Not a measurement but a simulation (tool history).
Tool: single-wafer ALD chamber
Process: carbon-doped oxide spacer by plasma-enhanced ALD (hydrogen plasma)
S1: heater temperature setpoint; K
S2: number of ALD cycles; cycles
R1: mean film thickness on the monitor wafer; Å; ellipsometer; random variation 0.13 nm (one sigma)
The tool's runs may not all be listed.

Run 1, hour 0: S1 673.15 K, S2 635 cycles. Result: R1 305.99 Å.
Run 2, hour 2.6: S1 673.15 K, S2 598 cycles. Result: R1 284.53 Å.
Run 3, hour 11.5: S1 673.15 K, S2 574 cycles. Result: R1 273.94 Å.
Run 4, hour 20.9: S1 666.15 K, S2 574 cycles. Result: R1 274.46 Å.
Run 5, hour 23.9: S1 666.15 K, S2 554 cycles. Result: R1 263.55 Å.
Run 6, hour 26.1: S1 666.15 K, S2 539 cycles. Result: R1 254.86 Å.
At hour 30.6: thermocouple changed; heater temperature recalibrated.
Run 7, hour 30.6: S1 666.15 K, S2 539 cycles. Result: R1 254.29 Å.
Run 8, hour 40.7: S1 666.15 K, S2 529 cycles. Result: R1 249.73 Å.
Run 9, hour 50.6: S1 666.15 K, S2 521 cycles. Result: R1 252.4 Å.

Forecast run 10:
Run 10, hour 54.3: S1 666.15 K, S2 509 cycles. Result: R1 ?.

Run 10 gave R1 242.12 Å.

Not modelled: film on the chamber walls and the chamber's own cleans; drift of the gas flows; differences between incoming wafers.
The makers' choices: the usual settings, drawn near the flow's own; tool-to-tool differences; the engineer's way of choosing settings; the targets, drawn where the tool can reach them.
